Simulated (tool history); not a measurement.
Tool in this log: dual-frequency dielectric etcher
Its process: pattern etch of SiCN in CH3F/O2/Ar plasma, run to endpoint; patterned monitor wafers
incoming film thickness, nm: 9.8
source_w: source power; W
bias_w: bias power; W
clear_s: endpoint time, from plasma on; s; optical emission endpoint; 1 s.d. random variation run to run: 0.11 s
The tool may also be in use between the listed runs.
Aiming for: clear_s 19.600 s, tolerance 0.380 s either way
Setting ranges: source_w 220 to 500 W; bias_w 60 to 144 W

run  hour  source_w  bias_w  clear_s
  1   0.0       360     102   21.142
  2   4.9       370     102   21.214
  3  10.5       370      95   21.993
  4  14.1       380      96   21.529
  5  19.4       380      79   23.829
  6  25.6       320      79   25.350
  7  28.0       340      81   24.509
  8  35.6       350      82   24.255
  9  37.3       360      83   23.862
 10  40.0       370      84   23.300
 11  41.7       380      85   23.247
 12  45.6       390      87   22.614

Of the 4 settings listed for the next run, only one would bring every result within its allowed miss of target. Which one?
  A  49.5       430     118        ?
  B  49.5       490      98        ?
  C  49.5       440     114        ?
  D  49.5       420     119        ?

move  clear_s
   A   18.418
   B   19.426
   C   18.609
   D   18.480
A: carries the result that was furthest off beyond its target, to the other side
B: in spec on every target
C: carries the result that was furthest off beyond its target, to the other side
D: carries the result that was furthest off beyond its target, to the other side
Move B is the one to make.
